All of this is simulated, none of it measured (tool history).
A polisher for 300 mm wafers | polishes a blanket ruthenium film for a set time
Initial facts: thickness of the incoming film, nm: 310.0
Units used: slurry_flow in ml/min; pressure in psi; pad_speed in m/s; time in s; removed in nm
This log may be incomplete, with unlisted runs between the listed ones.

Run 1, hour 0.0: slurry_flow 145 ml/min, pressure 1.6 psi, pad_speed 0.98 m/s, time 81 s. Result: removed 63.582 nm.
Run 2, hour 5.4: slurry_flow 145 ml/min, pressure 1.9 psi, pad_speed 0.98 m/s, time 81 s. Result: removed 75.410 nm.
Run 3, hour 13.1: slurry_flow 140 ml/min, pressure 1.5 psi, pad_speed 0.94 m/s, time 81 s. Result: removed 57.279 nm.
Run 4, hour 22.0: slurry_flow 140 ml/min, pressure 1.5 psi, pad_speed 0.82 m/s, time 81 s. Result: removed 50.437 nm.
Run 5, hour 29.4: slurry_flow 135 ml/min, pressure 1.3 psi, pad_speed 0.82 m/s, time 81 s. Result: removed 44.339 nm.
Run 6, hour 37.9: slurry_flow 135 ml/min, pressure 1.3 psi, pad_speed 0.82 m/s, time 81 s. Result: removed 43.568 nm.
Run 7, hour 41.9: slurry_flow 130 ml/min, pressure 1.2 psi, pad_speed 0.82 m/s, time 81 s. Result: removed 39.624 nm.
Run 8, hour 49.0: slurry_flow 120 ml/min, pressure 1.1 psi, pad_speed 0.82 m/s, time 81 s. Result: removed 36.573 nm.

Run 9 comes next. What will it give?
Run 9, hour 50.0: slurry_flow 110 ml/min, pressure 1.1 psi, pad_speed 0.82 m/s, time 81 s. Result: removed ?.

For run 9 the tool returned removed 36.892 nm.
